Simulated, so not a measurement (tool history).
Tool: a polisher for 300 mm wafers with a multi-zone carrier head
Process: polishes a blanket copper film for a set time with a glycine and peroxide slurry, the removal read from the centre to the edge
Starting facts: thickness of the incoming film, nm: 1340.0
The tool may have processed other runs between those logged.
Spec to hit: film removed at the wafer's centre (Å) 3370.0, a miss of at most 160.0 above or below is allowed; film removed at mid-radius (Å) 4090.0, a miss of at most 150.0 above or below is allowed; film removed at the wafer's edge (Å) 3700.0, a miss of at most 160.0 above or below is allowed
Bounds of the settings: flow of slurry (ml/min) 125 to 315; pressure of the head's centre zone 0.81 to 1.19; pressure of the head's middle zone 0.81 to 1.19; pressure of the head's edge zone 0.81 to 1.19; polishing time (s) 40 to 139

run	hour	flow of slurry (ml/min)	pressure of the head's centre zone	pressure of the head's middle zone	pressure of the head's edge zone	polishing time (s)	film removed at the wafer's centre (Å)	film removed at mid-radius (Å)	film removed at the wafer's edge (Å)
1	0.0	205	1.00	1.00	1.00	89	4673.1	4636.4	4599.6
2	2.1	205	0.98	1.00	0.99	88	4590.6	4592.7	4585.7
3	8.0	170	0.98	1.00	0.99	88	4350.0	4328.9	4408.2
4	14.1	170	0.98	1.00	1.07	88	4394.6	4314.3	4538.6
5	17.1	125	0.98	1.00	1.07	88	4020.3	4118.4	4304.1
6	21.6	125	0.98	1.00	1.07	77	3600.8	3565.0	3864.5
7	30.0	125	0.97	1.02	1.06	77	3414.3	3584.6	3774.6
8	35.3	130	0.97	1.03	1.05	77	3494.7	3598.9	3724.3
9	40.0	130	0.97	1.03	1.05	77	3573.9	3589.6	3789.7

Consider the 4 candidate settings below. Which is the only one whose results all fall within their allowed miss of target?
A	44.7	130	0.92	1.15	0.98	78	?	?	?
B	44.7	200	1.06	1.06	1.05	72	?	?	?
C	44.7	140	1.06	0.98	1.14	68	?	?	?
D	44.7	140	1.01	1.00	1.04	75	?	?	?

move	film removed at the wafer's centre (Å)	film removed at mid-radius (Å)	film removed at the wafer's edge (Å)
A	3277.4	4149.0	3743.5
B	3905.1	3952.8	3841.6
C	3359.9	3219.5	3576.0
D	3534.1	3613.3	3765.0
A: every result lands within tolerance
B: brings the result that was furthest off to its target, and leaves another outside
C: moves away from the targets compared with the last run
D: about the same distance from the targets as the last run
The move that meets every target is A.
